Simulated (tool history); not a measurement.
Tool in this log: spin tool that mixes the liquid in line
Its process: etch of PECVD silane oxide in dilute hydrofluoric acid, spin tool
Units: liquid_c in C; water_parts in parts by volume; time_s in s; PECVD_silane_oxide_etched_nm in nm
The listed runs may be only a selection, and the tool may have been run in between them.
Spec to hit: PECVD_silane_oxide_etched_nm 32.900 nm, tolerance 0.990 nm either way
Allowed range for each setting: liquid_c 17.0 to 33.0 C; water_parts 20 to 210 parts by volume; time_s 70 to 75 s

run    day  liquid_c  water_parts  time_s  PECVD_silane_oxide_etched_nm
  1  0.000      25.0          115      70                        15.665
  2  0.025      22.5          115      70                        14.493
  3  0.100      24.5          105      70                        17.209
  4  0.467      26.0          105      70                        18.114
  5  0.654      26.0          105      75                        19.433
  6  0.992      28.0          105      75                        21.061
  7  1.133      29.0          100      75                        23.214
  8  1.371      30.0           95      75                        25.437
  9  1.667      30.5           90      75                        27.589
 10  1.875      31.0           90      75                        27.478
 11  1.996      31.5           85      75                        30.533
 12  2.188      32.0           85      75                        30.948
 13  2.483      32.5           85      75                        32.152

Exercise: of the 4 proposed moves below, exactly one satisfies all targets within the stated allowed misses. Which move is it?
  A  2.779      33.0           90      75                             ?
  B  2.779      33.0           85      70                             ?
  C  2.779      30.0           75      75                             ?
  D  2.779      32.0           85      75                             ?

move  PECVD_silane_oxide_etched_nm
   A                        30.118
   B                        29.980
   C                        32.949
   D                        30.942
A: moves away from the targets compared with the last run
B: moves away from the targets compared with the last run
C: every result within its allowed miss
D: moves away from the targets compared with the last run
The move that meets every target is C.
